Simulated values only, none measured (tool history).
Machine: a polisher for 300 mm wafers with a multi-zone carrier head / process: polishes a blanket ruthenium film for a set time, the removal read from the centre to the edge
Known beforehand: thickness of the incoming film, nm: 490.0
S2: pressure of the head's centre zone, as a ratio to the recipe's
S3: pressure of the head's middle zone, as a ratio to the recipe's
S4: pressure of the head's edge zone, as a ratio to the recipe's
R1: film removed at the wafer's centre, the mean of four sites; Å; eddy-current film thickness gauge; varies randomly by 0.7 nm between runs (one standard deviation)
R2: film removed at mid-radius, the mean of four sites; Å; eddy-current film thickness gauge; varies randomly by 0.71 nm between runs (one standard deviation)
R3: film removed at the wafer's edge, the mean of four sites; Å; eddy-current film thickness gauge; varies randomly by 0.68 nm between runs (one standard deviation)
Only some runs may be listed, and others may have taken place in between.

Run 1, day 0: flow of slurry (ml/min) 200, S2 1, S3 1, S4 1, polishing time (s) 84. Result: R1 1006.3 Å, R2 1009.3 Å, R3 972.72 Å.
Run 2, day 0.058: flow of slurry (ml/min) 215, S2 0.98, S3 1.02, S4 1.01, polishing time (s) 84. Result: R1 1002.6 Å, R2 1022 Å, R3 973.76 Å.
Run 3, day 0.188: flow of slurry (ml/min) 220, S2 0.96, S3 1.05, S4 1.04, polishing time (s) 85. Result: R1 1013.6 Å, R2 1067.9 Å, R3 1005.1 Å.
Run 4, day 0.458: flow of slurry (ml/min) 225, S2 0.94, S3 1.07, S4 1.06, polishing time (s) 85. Result: R1 981.39 Å, R2 1097.3 Å, R3 1015.6 Å.
Run 5, day 0.692: flow of slurry (ml/min) 225, S2 0.98, S3 1.07, S4 1.06, polishing time (s) 85. Result: R1 1014.6 Å, R2 1101.1 Å, R3 1018.7 Å.
Run 6, day 1.067: flow of slurry (ml/min) 230, S2 0.97, S3 1.08, S4 1.07, polishing time (s) 85. Result: R1 1014.9 Å, R2 1118.9 Å, R3 1029.2 Å.
Run 7, day 1.262: flow of slurry (ml/min) 230, S2 0.96, S3 1.09, S4 1.08, polishing time (s) 85. Result: R1 1002.8 Å, R2 1110.8 Å, R3 1021.8 Å.
Run 8, day 1.492: flow of slurry (ml/min) 235, S2 0.95, S3 1.1, S4 1.09, polishing time (s) 85. Result: R1 984.81 Å, R2 1128.1 Å, R3 1032.3 Å.
At day 1.596: edge zone pressure recalibrated.
Run 9, day 1.596: flow of slurry (ml/min) 240, S2 0.95, S3 1.11, S4 1.09, polishing time (s) 85. Result: R1 999.47 Å, R2 1149.8 Å, R3 1098.7 Å.
Run 10, day 1.717: flow of slurry (ml/min) 230, S2 0.96, S3 1.12, S4 1.09, polishing time (s) 85. Result: R1 995.26 Å, R2 1146.3 Å, R3 1082.8 Å.
Run 11, day 2.092: flow of slurry (ml/min) 240, S2 0.95, S3 1.12, S4 1.08, polishing time (s) 85. Result: R1 995.85 Å, R2 1135.9 Å, R3 1078.2 Å.
Run 12, day 2.25: flow of slurry (ml/min) 235, S2 0.96, S3 1.12, S4 1.1, polishing time (s) 85. Result: R1 994.37 Å, R2 1140.8 Å, R3 1099.1 Å.
Run 13, day 2.379: flow of slurry (ml/min) 235, S2 0.95, S3 1.12, S4 1.09, polishing time (s) 85. Result: R1 998.66 Å, R2 1140.4 Å, R3 1097.4 Å.

Run 14 has not been measured yet. What should we expect?
Run 14, day 2.662: flow of slurry (ml/min) 250, S2 0.94, S3 1.1, S4 1.11, polishing time (s) 85. Result: R1 ?, R2 ?, R3 ?.

{"run 14": {"R1": 1003.2, "R2": 1140.8, "R3": 1119.9}}
